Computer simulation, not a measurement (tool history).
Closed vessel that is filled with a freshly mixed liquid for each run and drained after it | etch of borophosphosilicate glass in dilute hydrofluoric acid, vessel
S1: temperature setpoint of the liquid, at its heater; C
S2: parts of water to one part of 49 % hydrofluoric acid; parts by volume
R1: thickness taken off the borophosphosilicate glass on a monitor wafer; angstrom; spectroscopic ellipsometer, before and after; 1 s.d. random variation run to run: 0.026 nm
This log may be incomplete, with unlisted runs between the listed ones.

{"run": 1, "hour": 0.0, "S1": 26, "S2": 210, "time in the liquid (s)": 30, "R1": 54.384}
{"run": 2, "hour": 2.2, "S1": 25.5, "S2": 210, "time in the liquid (s)": 30, "R1": 53.537}
{"run": 3, "hour": 3.5, "S1": 25.5, "S2": 210, "time in the liquid (s)": 30, "R1": 53.259}
{"run": 4, "hour": 7.8, "S1": 25.5, "S2": 210, "time in the liquid (s)": 30, "R1": 53.367}
{"run": 5, "hour": 10.5, "S1": 28, "S2": 210, "time in the liquid (s)": 30, "R1": 58.82}
{"run": 6, "hour": 11.4, "S1": 28, "S2": 210, "time in the liquid (s)": 30, "R1": 57.952}
{"run": 7, "hour": 14.8, "S1": 27, "S2": 210, "time in the liquid (s)": 30, "R1": 56.118}

Run 8 is up next; what results do you expect?
{"run": 8, "hour": 16.6, "S1": 26, "S2": 210, "time in the liquid (s)": 30, "R1": "?"}

R1: 53.914 angstrom
